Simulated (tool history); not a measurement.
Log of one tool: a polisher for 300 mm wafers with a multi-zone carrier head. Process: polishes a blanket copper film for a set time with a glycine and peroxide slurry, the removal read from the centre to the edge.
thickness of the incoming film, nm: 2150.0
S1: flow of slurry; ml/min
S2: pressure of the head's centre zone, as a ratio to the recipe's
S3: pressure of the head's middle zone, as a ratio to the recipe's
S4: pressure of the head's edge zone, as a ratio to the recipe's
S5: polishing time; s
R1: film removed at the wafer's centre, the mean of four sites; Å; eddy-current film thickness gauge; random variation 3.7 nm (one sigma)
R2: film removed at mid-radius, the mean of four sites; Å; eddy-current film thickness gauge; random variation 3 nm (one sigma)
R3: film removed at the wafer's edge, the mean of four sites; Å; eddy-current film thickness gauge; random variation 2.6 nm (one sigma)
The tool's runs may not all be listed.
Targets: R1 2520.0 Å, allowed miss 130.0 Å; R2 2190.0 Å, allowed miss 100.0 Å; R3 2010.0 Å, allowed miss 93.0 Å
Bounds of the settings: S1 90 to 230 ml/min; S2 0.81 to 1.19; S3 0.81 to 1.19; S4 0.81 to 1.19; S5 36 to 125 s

Run 1, hour 0.0: S1 150 ml/min, S2 1.00, S3 1.00, S4 1.00, S5 80 s. Result: R1 2775.8 Å, R2 2925.0 Å, R3 2891.3 Å.
Run 2, hour 0.8: S1 150 ml/min, S2 1.03, S3 1.00, S4 0.97, S5 76 s. Result: R1 2770.5 Å, R2 2783.4 Å, R3 2673.0 Å.
Run 3, hour 6.6: S1 150 ml/min, S2 0.97, S3 1.00, S4 0.97, S5 76 s. Result: R1 2518.8 Å, R2 2750.5 Å, R3 2709.6 Å.
Run 4, hour 7.7: S1 150 ml/min, S2 0.97, S3 1.00, S4 0.97, S5 65 s. Result: R1 2229.6 Å, R2 2318.3 Å, R3 2364.4 Å.
Run 5, hour 12.7: S1 150 ml/min, S2 1.02, S3 1.00, S4 0.97, S5 65 s. Result: R1 2275.3 Å, R2 2389.6 Å, R3 2300.5 Å.
Run 6, hour 18.2: S1 150 ml/min, S2 1.06, S3 1.00, S4 0.97, S5 65 s. Result: R1 2375.2 Å, R2 2379.2 Å, R3 2265.1 Å.
Run 7, hour 25.0: S1 150 ml/min, S2 1.08, S3 0.99, S4 0.96, S5 65 s. Result: R1 2448.4 Å, R2 2354.0 Å, R3 2325.0 Å.
Run 8, hour 33.4: S1 150 ml/min, S2 1.08, S3 0.99, S4 0.96, S5 65 s. Result: R1 2457.8 Å, R2 2424.7 Å, R3 2303.8 Å.
Run 9, hour 34.5: S1 150 ml/min, S2 1.10, S3 0.98, S4 0.94, S5 64 s. Result: R1 2429.1 Å, R2 2280.7 Å, R3 2239.3 Å.
Run 10, hour 38.3: S1 150 ml/min, S2 1.11, S3 0.98, S4 0.92, S5 64 s. Result: R1 2490.5 Å, R2 2328.6 Å, R3 2209.7 Å.
Run 11, hour 40.7: S1 150 ml/min, S2 1.12, S3 0.98, S4 0.91, S5 64 s. Result: R1 2469.8 Å, R2 2244.0 Å, R3 2242.0 Å.
Run 12, hour 47.9: S1 155 ml/min, S2 1.13, S3 0.99, S4 0.91, S5 63 s. Result: R1 2471.6 Å, R2 2318.0 Å, R3 2215.3 Å.
Run 13, hour 52.5: S1 150 ml/min, S2 1.14, S3 0.99, S4 0.90, S5 63 s. Result: R1 2534.8 Å, R2 2267.4 Å, R3 2144.2 Å.
Run 14, hour 60.0: S1 150 ml/min, S2 1.14, S3 0.99, S4 0.89, S5 63 s. Result: R1 2536.8 Å, R2 2284.3 Å, R3 2189.0 Å.
Run 15, hour 66.4: S1 150 ml/min, S2 1.15, S3 1.00, S4 0.88, S5 62 s. Result: R1 2425.7 Å, R2 2251.6 Å, R3 2111.2 Å.

4 next moves are on the table. One of them brings every result within its allowed miss. Which?
Run A, hour 72.8: S1 155 ml/min, S2 1.02, S3 1.04, S4 0.87, S5 62 s. Result: R1 ?, R2 ?, R3 ?.
Run B, hour 72.8: S1 135 ml/min, S2 1.19, S3 0.99, S4 0.83, S5 62 s. Result: R1 ?, R2 ?, R3 ?.
Run C, hour 72.8: S1 130 ml/min, S2 0.98, S3 0.86, S4 0.91, S5 71 s. Result: R1 ?, R2 ?, R3 ?.
Run D, hour 72.8: S1 165 ml/min, S2 1.06, S3 1.10, S4 0.94, S5 59 s. Result: R1 ?, R2 ?, R3 ?.

move      R1      R2      R3
   A  2238.9  2353.1  2118.5
   B  2509.8  2177.2  2027.5
   C  2333.8  2197.0  2408.2
   D  2253.7  2383.4  2108.6
A: further off than the last run
B: meets every target
C: further off than the last run
D: further off than the last run
The right move is B.
